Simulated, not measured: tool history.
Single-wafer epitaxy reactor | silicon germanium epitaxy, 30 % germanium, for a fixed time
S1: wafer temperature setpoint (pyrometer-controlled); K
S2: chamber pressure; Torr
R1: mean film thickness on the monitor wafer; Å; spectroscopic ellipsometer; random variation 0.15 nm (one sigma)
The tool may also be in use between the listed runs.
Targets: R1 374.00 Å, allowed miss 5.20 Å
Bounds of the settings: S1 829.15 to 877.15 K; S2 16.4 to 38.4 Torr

run  hour      S1    S2      R1
  1   0.0  853.15  27.4  513.72
  2   2.4  843.15  27.4  434.88
  3   9.1  853.15  27.4  515.48
  4  14.6  848.15  27.3  474.18
  5  21.5  848.15  32.1  508.53
  6  26.6  848.15  36.5  536.08
  7  32.0  843.15  36.0  487.75
  8  39.7  839.15  35.7  453.93
  9  44.9  836.15  35.3  428.59
 10  45.8  834.15  35.0  412.54
 11  51.1  833.15  34.8  403.83
 12  57.3  832.15  34.7  398.23
 13  61.3  831.15  34.5  390.59
 14  62.9  830.15  34.3  380.36

Which of these 4 next moves meets every target?
  A  64.5  830.15  35.0   ?
  B  64.5  829.15  33.8   ?
  C  64.5  831.15  33.7   ?
  D  64.5  831.15  29.8   ?

move      R1
   A  383.10
   B  370.97
   C  383.84
   D  364.67
A: further off than the last run
B: meets every target
C: further off than the last run
D: takes the result that was furthest off past its target
Answer: B
